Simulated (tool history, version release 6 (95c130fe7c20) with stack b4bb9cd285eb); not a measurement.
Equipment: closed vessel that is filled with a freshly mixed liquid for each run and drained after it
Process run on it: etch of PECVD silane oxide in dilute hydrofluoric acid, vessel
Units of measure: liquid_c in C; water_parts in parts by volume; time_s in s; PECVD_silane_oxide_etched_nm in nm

| run | day | liquid_c | water_parts | time_s | PECVD_silane_oxide_etched_nm |
|---|---|---|---|---|---|
| 1 | 0.000 | 22.0 | 170 | 775 | 71.220 |
| 2 | 0.071 | 20.0 | 170 | 775 | 65.866 |
| 3 | 0.442 | 20.0 | 190 | 775 | 58.084 |
| 4 | 0.758 | 20.0 | 190 | 830 | 61.145 |
| 5 | 0.783 | 20.0 | 245 | 830 | 45.707 |
| 6 | 1.112 | 20.0 | 245 | 830 | 44.883 |
| 7 | 1.342 | 20.0 | 245 | 830 | 45.338 |

What does the tool deliver on the next run?
| 8 | 1.704 | 20.5 | 245 | 830 | ? |

PECVD_silane_oxide_etched_nm: 46.469 nm
